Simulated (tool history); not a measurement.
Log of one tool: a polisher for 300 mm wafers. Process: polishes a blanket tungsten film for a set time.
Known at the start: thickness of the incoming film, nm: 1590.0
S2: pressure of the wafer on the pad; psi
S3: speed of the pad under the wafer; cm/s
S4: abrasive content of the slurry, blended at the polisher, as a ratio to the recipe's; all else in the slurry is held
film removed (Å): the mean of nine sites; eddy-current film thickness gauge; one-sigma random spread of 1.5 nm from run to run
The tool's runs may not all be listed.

Run 1, day 0.000: flow of slurry (ml/min) 245, S2 2.7 psi, S3 108 cm/s, S4 1.0, polishing time (s) 41. Result: film removed (Å) 1332.6.
Run 2, day 0.304: flow of slurry (ml/min) 245, S2 2.7 psi, S3 108 cm/s, S4 1.2, polishing time (s) 41. Result: film removed (Å) 1434.8.
Run 3, day 0.554: flow of slurry (ml/min) 245, S2 2.7 psi, S3 108 cm/s, S4 1.3, polishing time (s) 41. Result: film removed (Å) 1475.0.
Run 4, day 0.708: flow of slurry (ml/min) 245, S2 2.7 psi, S3 120 cm/s, S4 1.3, polishing time (s) 41. Result: film removed (Å) 1595.0.
Run 5, day 1.071: flow of slurry (ml/min) 245, S2 2.7 psi, S3 120 cm/s, S4 1.2, polishing time (s) 41. Result: film removed (Å) 1588.3.
Run 6, day 1.112: flow of slurry (ml/min) 245, S2 2.5 psi, S3 120 cm/s, S4 1.2, polishing time (s) 41. Result: film removed (Å) 1483.1.
Run 7, day 1.175: flow of slurry (ml/min) 245, S2 2.3 psi, S3 120 cm/s, S4 1.2, polishing time (s) 41. Result: film removed (Å) 1321.7.
Run 8, day 1.446: flow of slurry (ml/min) 245, S2 2.2 psi, S3 120 cm/s, S4 1.2, polishing time (s) 41. Result: film removed (Å) 1308.5.
Run 9, day 1.771: flow of slurry (ml/min) 245, S2 2.1 psi, S3 120 cm/s, S4 1.2, polishing time (s) 41. Result: film removed (Å) 1254.5.

For run 10, what comes out?
Run 10, day 1.925: flow of slurry (ml/min) 245, S2 1.7 psi, S3 118 cm/s, S4 1.2, polishing time (s) 41. Result: film removed (Å) ?.

For run 10 the tool returned film removed (Å) 1017.5.
